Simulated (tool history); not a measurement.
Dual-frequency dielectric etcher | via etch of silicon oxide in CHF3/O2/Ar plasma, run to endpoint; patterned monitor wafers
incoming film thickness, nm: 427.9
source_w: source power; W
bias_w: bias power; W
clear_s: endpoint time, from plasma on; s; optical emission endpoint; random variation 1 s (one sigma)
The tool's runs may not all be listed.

run  hour  source_w  bias_w  clear_s
  1     0       700     227   196.11
  2   6.9       810     227   179.31
  3  11.4       900     227   169.18
  4  14.5       790     222   183.94
  5  17.9       710     219   197.75
  6  25.9       590     219   221.22
  7  33.4       480     216   258.06

Forecast run 8:
  8  37.1       500     216        ?

clear_s: 249.13 s
